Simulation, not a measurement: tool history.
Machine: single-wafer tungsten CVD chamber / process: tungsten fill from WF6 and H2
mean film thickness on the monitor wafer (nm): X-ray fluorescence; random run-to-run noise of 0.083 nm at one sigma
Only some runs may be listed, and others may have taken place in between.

| run | hour | heater temperature setpoint (K) | chamber pressure (mTorr) | deposition time (s) | mean film thickness on the monitor wafer (nm) |
|---|---|---|---|---|---|
| 1 | 0.0 | 663.15 | 48700 | 20.1 | 62.450 |
| 2 | 2.0 | 663.15 | 48700 | 20.1 | 62.268 |
| 3 | 2.9 | 663.15 | 48700 | 20.1 | 62.542 |
| 4 | 10.1 | 663.15 | 48700 | 19.2 | 59.748 |
| 5 | 13.0 | 671.15 | 48700 | 19.2 | 71.034 |
| 6 | 18.7 | 668.15 | 48600 | 19.2 | 66.359 |
| 7 | 23.0 | 666.15 | 48500 | 19.2 | 63.497 |
| 8 | 30.5 | 664.15 | 48400 | 19.2 | 60.715 |

Run 9 is up next; what results do you expect?
| 9 | 37.7 | 662.15 | 48300 | 19.2 | ? |

For run 9 the tool returned mean film thickness on the monitor wafer (nm) 57.966.

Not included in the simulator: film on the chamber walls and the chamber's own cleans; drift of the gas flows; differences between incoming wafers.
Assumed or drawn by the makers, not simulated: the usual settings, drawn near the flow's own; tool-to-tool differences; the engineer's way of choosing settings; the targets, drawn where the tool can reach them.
